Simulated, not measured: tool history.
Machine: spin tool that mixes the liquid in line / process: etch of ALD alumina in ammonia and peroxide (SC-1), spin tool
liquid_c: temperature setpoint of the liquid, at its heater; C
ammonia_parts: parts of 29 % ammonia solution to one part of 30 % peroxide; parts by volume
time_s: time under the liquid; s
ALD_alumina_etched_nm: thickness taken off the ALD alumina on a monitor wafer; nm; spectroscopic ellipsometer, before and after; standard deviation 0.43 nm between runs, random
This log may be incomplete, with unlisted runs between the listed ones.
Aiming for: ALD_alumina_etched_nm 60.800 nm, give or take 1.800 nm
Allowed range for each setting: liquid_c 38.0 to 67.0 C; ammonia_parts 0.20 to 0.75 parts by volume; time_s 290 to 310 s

Run 1, hour 0.0: liquid_c 51.0 C, ammonia_parts 0.45 parts by volume, time_s 290 s. Result: ALD_alumina_etched_nm 31.857 nm.
Run 2, hour 2.0: liquid_c 55.5 C, ammonia_parts 0.45 parts by volume, time_s 290 s. Result: ALD_alumina_etched_nm 40.852 nm.
Run 3, hour 4.6: liquid_c 55.5 C, ammonia_parts 0.55 parts by volume, time_s 290 s. Result: ALD_alumina_etched_nm 41.502 nm.
Run 4, hour 11.4: liquid_c 56.5 C, ammonia_parts 0.55 parts by volume, time_s 290 s. Result: ALD_alumina_etched_nm 43.418 nm.
Run 5, hour 18.8: liquid_c 57.0 C, ammonia_parts 0.55 parts by volume, time_s 290 s. Result: ALD_alumina_etched_nm 44.342 nm.
Run 6, hour 22.2: liquid_c 57.5 C, ammonia_parts 0.55 parts by volume, time_s 290 s. Result: ALD_alumina_etched_nm 45.251 nm.
Run 7, hour 26.1: liquid_c 58.0 C, ammonia_parts 0.55 parts by volume, time_s 290 s. Result: ALD_alumina_etched_nm 47.140 nm.
Run 8, hour 30.1: liquid_c 58.5 C, ammonia_parts 0.55 parts by volume, time_s 290 s. Result: ALD_alumina_etched_nm 48.533 nm.
Run 9, hour 34.4: liquid_c 59.0 C, ammonia_parts 0.55 parts by volume, time_s 290 s. Result: ALD_alumina_etched_nm 49.158 nm.

Exercise: of the 4 proposed moves below, exactly one satisfies all targets within the stated allowed misses. Which move is it?
Run A, hour 38.7: liquid_c 65.5 C, ammonia_parts 0.25 parts by volume, time_s 295 s. Result: ALD_alumina_etched_nm ?.
Run B, hour 38.7: liquid_c 61.5 C, ammonia_parts 0.55 parts by volume, time_s 310 s. Result: ALD_alumina_etched_nm ?.
Run C, hour 38.7: liquid_c 61.5 C, ammonia_parts 0.60 parts by volume, time_s 290 s. Result: ALD_alumina_etched_nm ?.
Run D, hour 38.7: liquid_c 60.0 C, ammonia_parts 0.55 parts by volume, time_s 305 s. Result: ALD_alumina_etched_nm ?.

move  ALD_alumina_etched_nm
   A                 64.624
   B                 59.865
   C                 56.465
   D                 54.555
A: takes the biggest miss from the last run beyond its target
B: every result lands within tolerance
C: better than the last run, though not everything is in spec
D: better than the last run, though not everything is in spec
The move that meets every target is B.

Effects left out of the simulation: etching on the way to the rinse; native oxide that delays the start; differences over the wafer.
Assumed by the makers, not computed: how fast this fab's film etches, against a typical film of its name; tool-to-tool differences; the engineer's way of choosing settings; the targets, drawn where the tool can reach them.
